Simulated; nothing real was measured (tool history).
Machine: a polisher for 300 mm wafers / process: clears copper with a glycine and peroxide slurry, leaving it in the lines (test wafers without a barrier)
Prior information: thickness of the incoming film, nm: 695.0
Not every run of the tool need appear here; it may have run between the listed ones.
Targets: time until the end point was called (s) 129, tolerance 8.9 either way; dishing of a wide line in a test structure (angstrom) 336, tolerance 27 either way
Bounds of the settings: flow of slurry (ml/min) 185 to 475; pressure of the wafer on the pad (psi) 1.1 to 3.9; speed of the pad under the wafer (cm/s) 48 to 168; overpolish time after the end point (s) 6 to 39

run	hour	flow of slurry (ml/min)	pressure of the wafer on the pad (psi)	speed of the pad under the wafer (cm/s)	overpolish time after the end point (s)	time until the end point was called (s)	dishing of a wide line in a test structure (angstrom)
1	0	305	2.5	108	20	150.75	455.66
2	6.3	305	2.5	108	19	149.17	445.28
3	7.2	305	2.5	108	18	146.47	440.64
4	10.3	305	2.5	98	18	155.12	411.57
5	17.4	305	2.5	98	13	157.24	326.09
6	22.6	305	2.5	98	10	154.98	254.16
7	31.4	305	2.6	98	10	153.37	259.31
8	35.9	305	3.2	102	15	126.21	428.36
9	38.3	305	3.1	104	13	123.07	393.76

Which one of the following 5 next-run settings gets every result inside its allowed miss? There is exactly one.
A	40.7	235	3	108	20	?	?
B	40.7	315	2.7	112	12	?	?
C	40.7	310	3	112	13	?	?
D	40.7	270	2.5	148	24	?	?
E	40.7	335	3.3	106	15	?	?

move	time until the end point was called (s)	dishing of a wide line in a test structure (angstrom)
A	130.14	496.4
B	134.99	343.67
C	123.65	388.46
D	114.98	566.94
E	118.86	441.13
A: misses by more than the last run did
B: each result inside its tolerance
C: nearer than the last run, and not there yet
D: misses by more than the last run did
E: misses by more than the last run did
The move that meets every target is B.
